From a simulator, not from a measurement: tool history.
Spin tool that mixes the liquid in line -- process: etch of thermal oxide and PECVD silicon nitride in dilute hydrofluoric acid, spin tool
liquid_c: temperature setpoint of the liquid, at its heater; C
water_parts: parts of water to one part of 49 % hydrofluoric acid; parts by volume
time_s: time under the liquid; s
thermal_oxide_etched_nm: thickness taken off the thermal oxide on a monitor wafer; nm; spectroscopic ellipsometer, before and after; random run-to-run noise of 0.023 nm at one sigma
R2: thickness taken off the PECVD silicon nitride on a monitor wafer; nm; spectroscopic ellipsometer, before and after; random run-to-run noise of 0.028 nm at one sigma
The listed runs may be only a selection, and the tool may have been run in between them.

Run 1, day 0.000: liquid_c 22.0 C, water_parts 75 parts by volume, time_s 180 s. Result: thermal_oxide_etched_nm 11.3230 nm, R2 6.1772 nm.
Run 2, day 0.179: liquid_c 22.5 C, water_parts 80 parts by volume, time_s 180 s. Result: thermal_oxide_etched_nm 10.7250 nm, R2 6.0415 nm.
Run 3, day 0.392: liquid_c 22.5 C, water_parts 85 parts by volume, time_s 180 s. Result: thermal_oxide_etched_nm 9.9763 nm, R2 5.6243 nm.
Run 4, day 0.638: liquid_c 23.0 C, water_parts 90 parts by volume, time_s 180 s. Result: thermal_oxide_etched_nm 9.5774 nm, R2 5.4709 nm.
Run 5, day 1.004: liquid_c 23.0 C, water_parts 90 parts by volume, time_s 100 s. Result: thermal_oxide_etched_nm 5.2986 nm, R2 3.0406 nm.
Run 6, day 1.150: liquid_c 23.5 C, water_parts 90 parts by volume, time_s 100 s. Result: thermal_oxide_etched_nm 5.4300 nm, R2 3.1808 nm.
Run 7, day 1.417: liquid_c 24.0 C, water_parts 90 parts by volume, time_s 100 s. Result: thermal_oxide_etched_nm 5.5451 nm, R2 3.2705 nm.

For run 8, what comes out?
Run 8, day 1.633: liquid_c 24.5 C, water_parts 90 parts by volume, time_s 100 s. Result: thermal_oxide_etched_nm ?, R2 ?.

thermal_oxide_etched_nm: 5.6296 nm
R2: 3.4034 nm
